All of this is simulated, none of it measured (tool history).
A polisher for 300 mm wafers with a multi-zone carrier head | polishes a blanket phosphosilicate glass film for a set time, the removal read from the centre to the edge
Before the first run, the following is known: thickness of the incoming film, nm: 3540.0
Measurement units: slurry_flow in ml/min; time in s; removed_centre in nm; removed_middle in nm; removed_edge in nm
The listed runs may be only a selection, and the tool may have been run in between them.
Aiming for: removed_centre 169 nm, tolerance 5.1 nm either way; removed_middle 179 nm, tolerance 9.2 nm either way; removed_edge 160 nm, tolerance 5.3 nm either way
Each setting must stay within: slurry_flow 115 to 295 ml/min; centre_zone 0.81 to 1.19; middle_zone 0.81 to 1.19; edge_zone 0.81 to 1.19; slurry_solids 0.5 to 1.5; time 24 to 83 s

run,hour,slurry_flow,centre_zone,middle_zone,edge_zone,slurry_solids,time,removed_centre,removed_middle,removed_edge
1,0,190,1,1,1,1,53,325.18,328.43,335.54
2,4.3,190,1.07,1,1,1,53,353.29,334.76,336.14
3,5.9,190,1.07,1,1,0.8,53,329.49,311.63,303.4
4,9.6,185,1.04,1,0.97,0.7,47,264.83,257.79,247.33
5,18.4,185,1.02,1,0.94,0.65,44,233.3,240.04,222.75
6,25.5,185,1.01,0.99,0.91,0.6,41,204.55,207.81,200.87
7,31,180,1.01,1,0.88,0.55,40,199.44,199.92,186.76
8,38.1,175,1,1.01,0.86,0.55,39,186.4,190.45,182.04
9,44.8,180,1,1.03,0.85,0.55,38,184.52,193.97,172.16
10,51.1,175,1,1.03,0.84,0.55,38,184.66,194.26,173.71
11,54.4,175,1,1.03,0.83,0.55,38,180.68,191.8,171.85
12,56.8,150,1,1.03,0.81,0.5,36,159.84,167.68,153.6
13,63.6,155,1,1.03,0.81,0.5,36,163.31,169.48,152.84
14,71.5,160,1,1.03,0.82,0.5,36,163.04,174.59,151.07
15,76,165,1,1.03,0.82,0.5,36,165.82,174.86,154.15

Which single option among these 4 for the next run brings every result within its allowed miss of target? Just one does.
A,80.5,125,0.96,1.06,0.81,0.5,39,?,?,?
B,80.5,160,1,1.07,0.81,0.5,40,?,?,?
C,80.5,180,1.08,1.13,0.87,0.55,30,?,?,?
D,80.5,200,0.97,1.01,0.81,0.5,37,?,?,?

move,removed_centre,removed_middle,removed_edge
A,160.32,187.04,160.88
B,182.05,203.92,171.35
C,157.16,170.08,139.94
D,170.28,186.5,163.04
A: brings the last run's worst result on target, with another outside its allowed miss
B: takes the result that was furthest off past its target
C: the biggest miss grows against the last run
D: every result within its allowed miss
The right move is D.
